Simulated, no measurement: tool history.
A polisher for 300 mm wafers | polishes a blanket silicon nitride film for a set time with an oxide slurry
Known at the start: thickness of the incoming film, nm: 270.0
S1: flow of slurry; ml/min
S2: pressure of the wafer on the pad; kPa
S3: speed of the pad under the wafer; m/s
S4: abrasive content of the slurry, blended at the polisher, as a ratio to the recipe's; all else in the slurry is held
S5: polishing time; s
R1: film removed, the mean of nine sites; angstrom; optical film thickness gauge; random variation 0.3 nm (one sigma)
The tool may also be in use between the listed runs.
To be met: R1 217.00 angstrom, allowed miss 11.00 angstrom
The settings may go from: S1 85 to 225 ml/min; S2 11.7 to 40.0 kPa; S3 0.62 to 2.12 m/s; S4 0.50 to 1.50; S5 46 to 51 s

run	hour	S1	S2	S3	S4	S5	R1
1	0.0	145	25.5	1.36	1.00	51	418.13
2	6.7	145	21.4	1.36	1.00	51	352.76
3	10.0	145	21.4	1.62	1.00	51	419.87
4	16.6	145	21.4	1.62	1.15	51	430.86
5	21.9	145	21.4	1.90	1.15	51	493.21
6	27.4	130	21.4	1.90	1.15	51	488.23
7	34.4	130	19.3	1.74	1.10	50	410.29
8	38.6	130	17.9	1.60	1.10	49	355.09
9	44.7	130	16.5	1.50	1.10	49	310.34
10	52.7	130	15.2	1.44	1.10	49	286.10
11	56.9	130	14.5	1.40	1.10	49	264.80
12	58.4	130	13.8	1.38	1.10	49	247.95

4 next moves are on the table. One of them brings every result within its allowed miss. Which?
A	59.9	180	13.8	1.50	1.05	50	?
B	59.9	150	13.8	1.32	1.20	49	?
C	59.9	135	14.5	1.16	0.95	49	?
D	59.9	145	14.5	1.48	1.15	51	?

move	R1
A	289.12
B	264.84
C	222.69
D	305.36
A: further off than the last run
B: further off than the last run
C: meets every target
D: further off than the last run
Answer: C
